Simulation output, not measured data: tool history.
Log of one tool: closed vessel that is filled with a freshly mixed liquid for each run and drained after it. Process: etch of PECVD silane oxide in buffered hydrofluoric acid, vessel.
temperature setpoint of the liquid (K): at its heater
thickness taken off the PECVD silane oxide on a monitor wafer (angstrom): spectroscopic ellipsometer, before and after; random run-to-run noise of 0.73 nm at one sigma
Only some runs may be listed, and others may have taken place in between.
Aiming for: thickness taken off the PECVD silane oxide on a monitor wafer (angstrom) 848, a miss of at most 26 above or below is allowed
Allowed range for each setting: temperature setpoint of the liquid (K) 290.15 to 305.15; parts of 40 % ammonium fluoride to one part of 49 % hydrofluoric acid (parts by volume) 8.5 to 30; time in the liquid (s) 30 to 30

run  hour  temperature setpoint of the liquid (K)  parts of 40 % ammonium fluoride to one part of 49 % hydrofluoric acid (parts by volume)  time in the liquid (s)  thickness taken off the PECVD silane oxide on a monitor wafer (angstrom)
  1     0                                  298.15                                                                                     23.5                      30                                                                     441.8
  2   6.3                                  299.65                                                                                       21                      30                                                                    513.75
  3  11.6                                  301.15                                                                                       19                      30                                                                    607.78
  4  17.8                                  301.15                                                                                       25                      30                                                                     491.5
  5  20.1                                  304.15                                                                                       25                      30                                                                    577.92
  6  27.9                                  304.15                                                                                     22.5                      30                                                                    634.46
  7  30.6                                  304.15                                                                                       21                      30                                                                    662.81
  8  33.5                                  305.15                                                                                     13.5                      30                                                                    1049.6

5 candidate next runs follow, results not yet known. Just one meets every target within its allowed miss. Identify it.
  A  36.4                                  305.15                                                                                       17                      30                                                                         ?
  B  36.4                                  304.65                                                                                     14.5                      30                                                                         ?
  C  36.4                                  303.65                                                                                       13                      30                                                                         ?
  D  36.4                                  303.65                                                                                     17.5                      30                                                                         ?
  E  36.4                                  304.15                                                                                      8.5                      30                                                                         ?

move  thickness taken off the PECVD silane oxide on a monitor wafer (angstrom)
   A                                                                    836.02
   B                                                                    951.92
   C                                                                    1005.3
   D                                                                    751.31
   E                                                                    1514.4
A: every result lands within tolerance
B: moves toward the targets from the last run without getting all of them in spec
C: moves toward the targets from the last run without getting all of them in spec
D: takes the biggest miss from the last run beyond its target
E: misses by more than the last run did
A is the move that brings every result within its allowed miss.

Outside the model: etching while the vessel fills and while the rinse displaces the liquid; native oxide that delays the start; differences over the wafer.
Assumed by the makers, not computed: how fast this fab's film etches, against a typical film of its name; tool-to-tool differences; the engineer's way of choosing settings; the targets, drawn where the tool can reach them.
